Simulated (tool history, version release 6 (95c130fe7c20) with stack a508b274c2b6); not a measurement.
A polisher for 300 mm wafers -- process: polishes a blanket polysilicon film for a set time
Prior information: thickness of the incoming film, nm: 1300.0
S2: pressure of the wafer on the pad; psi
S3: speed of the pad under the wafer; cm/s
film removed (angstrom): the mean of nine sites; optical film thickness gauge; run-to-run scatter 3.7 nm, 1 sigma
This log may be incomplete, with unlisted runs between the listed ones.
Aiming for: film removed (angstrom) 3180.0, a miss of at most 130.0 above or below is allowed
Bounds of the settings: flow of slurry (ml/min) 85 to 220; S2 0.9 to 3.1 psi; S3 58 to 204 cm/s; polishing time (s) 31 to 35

{"run": 1, "hour": 0.0, "flow of slurry (ml/min)": 140, "S2": 2.0, "S3": 130, "polishing time (s)": 35, "film removed (angstrom)": 2163.7}
{"run": 2, "hour": 4.3, "flow of slurry (ml/min)": 145, "S2": 2.2, "S3": 130, "polishing time (s)": 35, "film removed (angstrom)": 2468.0}
{"run": 3, "hour": 7.2, "flow of slurry (ml/min)": 145, "S2": 2.2, "S3": 130, "polishing time (s)": 31, "film removed (angstrom)": 2151.1}
{"run": 4, "hour": 9.7, "flow of slurry (ml/min)": 145, "S2": 2.2, "S3": 130, "polishing time (s)": 31, "film removed (angstrom)": 2165.0}
{"run": 5, "hour": 13.9, "flow of slurry (ml/min)": 145, "S2": 1.8, "S3": 130, "polishing time (s)": 31, "film removed (angstrom)": 1822.2}
{"run": 6, "hour": 19.7, "flow of slurry (ml/min)": 150, "S2": 2.1, "S3": 132, "polishing time (s)": 31, "film removed (angstrom)": 2056.3}
{"run": 7, "hour": 25.7, "flow of slurry (ml/min)": 145, "S2": 2.3, "S3": 134, "polishing time (s)": 31, "film removed (angstrom)": 2303.5}
{"run": 8, "hour": 27.3, "flow of slurry (ml/min)": 145, "S2": 2.5, "S3": 136, "polishing time (s)": 31, "film removed (angstrom)": 2573.4}
{"run": 9, "hour": 29.8, "flow of slurry (ml/min)": 145, "S2": 2.6, "S3": 136, "polishing time (s)": 31, "film removed (angstrom)": 2634.6}
{"run": 10, "hour": 32.2, "flow of slurry (ml/min)": 145, "S2": 2.7, "S3": 136, "polishing time (s)": 31, "film removed (angstrom)": 2675.9}
{"run": 11, "hour": 34.8, "flow of slurry (ml/min)": 145, "S2": 2.8, "S3": 138, "polishing time (s)": 31, "film removed (angstrom)": 2854.1}

Which single option among these 4 for the next run brings every result within its allowed miss of target? Just one does.
{"run": "A", "hour": 37.4, "flow of slurry (ml/min)": 105, "S2": 2.1, "S3": 158, "polishing time (s)": 34, "film removed (angstrom)": "?"}
{"run": "B", "hour": 37.4, "flow of slurry (ml/min)": 125, "S2": 2.5, "S3": 136, "polishing time (s)": 31, "film removed (angstrom)": "?"}
{"run": "C", "hour": 37.4, "flow of slurry (ml/min)": 130, "S2": 2.6, "S3": 152, "polishing time (s)": 34, "film removed (angstrom)": "?"}
{"run": "D", "hour": 37.4, "flow of slurry (ml/min)": 165, "S2": 2.5, "S3": 144, "polishing time (s)": 31, "film removed (angstrom)": "?"}

move=A film_removed_(angstrom)=2540.5
move=B film_removed_(angstrom)=2479.9
move=C film_removed_(angstrom)=3176.9
move=D film_removed_(angstrom)=2769.9
A: its largest miss is bigger than the last run's
B: its largest miss is bigger than the last run's
C: hits every target within its allowed miss
D: its largest miss is bigger than the last run's
Correct choice: C, which meets every target

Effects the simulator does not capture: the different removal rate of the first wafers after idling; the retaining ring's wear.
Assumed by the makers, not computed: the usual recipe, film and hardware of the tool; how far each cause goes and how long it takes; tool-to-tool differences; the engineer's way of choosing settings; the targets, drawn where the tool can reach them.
